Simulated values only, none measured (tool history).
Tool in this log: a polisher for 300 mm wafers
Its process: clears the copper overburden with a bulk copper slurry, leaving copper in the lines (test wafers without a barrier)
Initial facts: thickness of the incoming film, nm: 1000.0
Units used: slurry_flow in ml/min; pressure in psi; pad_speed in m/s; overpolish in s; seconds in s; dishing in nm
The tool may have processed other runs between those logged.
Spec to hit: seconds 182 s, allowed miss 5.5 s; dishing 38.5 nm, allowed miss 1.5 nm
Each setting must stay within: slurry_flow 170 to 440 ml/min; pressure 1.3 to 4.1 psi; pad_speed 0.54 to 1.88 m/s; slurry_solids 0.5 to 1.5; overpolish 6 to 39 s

| run | hour | slurry_flow | pressure | pad_speed | slurry_solids | overpolish | seconds | dishing |
|---|---|---|---|---|---|---|---|---|
| 1 | 0 | 280 | 2.7 | 1.2 | 1 | 20 | 102.47 | 41.214 |
| 2 | 2.8 | 280 | 2.5 | 1.18 | 1 | 22 | 111.66 | 40.78 |
| 3 | 8.7 | 280 | 2.3 | 1.16 | 1 | 24 | 118.67 | 40.172 |
| 4 | 11 | 280 | 2.1 | 1.12 | 1 | 26 | 132.06 | 39.658 |
| 5 | 18.4 | 280 | 2 | 1.1 | 1 | 28 | 138.2 | 40.301 |
| 6 | 25.1 | 280 | 1.9 | 1.1 | 1 | 28 | 141.14 | 39.069 |
| 7 | 29.4 | 280 | 1.9 | 1.1 | 1 | 28 | 142.56 | 39.855 |
| 8 | 37.4 | 280 | 1.8 | 1.1 | 1 | 28 | 146.99 | 39.547 |
| 9 | 39.4 | 280 | 1.7 | 1.1 | 1 | 28 | 154.18 | 38.396 |
| 10 | 46.1 | 280 | 1.6 | 1.1 | 1 | 29 | 160.96 | 38.401 |
| 11 | 50.7 | 280 | 1.6 | 1.1 | 1 | 30 | 162.51 | 38.82 |
| 12 | 57.3 | 275 | 1.4 | 1.1 | 1 | 32 | 171.21 | 38.565 |
| 13 | 64 | 275 | 1.3 | 1.06 | 1 | 34 | 188.34 | 37.905 |

Exercise: of the 4 proposed moves below, exactly one satisfies all targets within the stated allowed misses. Which move is it?
| A | 70.7 | 290 | 1.5 | 1 | 1.05 | 36 | ? | ? |
| B | 70.7 | 280 | 1.3 | 1.22 | 0.95 | 18 | ? | ? |
| C | 70.7 | 315 | 1.7 | 0.8 | 1.05 | 38 | ? | ? |
| D | 70.7 | 215 | 2.6 | 0.7 | 1.2 | 22 | ? | ? |

| move | seconds | dishing |
|---|---|---|
| A | 178.44 | 38.135 |
| B | 165.66 | 34.014 |
| C | 202.75 | 38.433 |
| D | 169.95 | 37.782 |
A: hits every target within its allowed miss
B: takes the biggest miss from the last run beyond its target
C: its largest miss is bigger than the last run's
D: takes the biggest miss from the last run beyond its target
The right move is A.
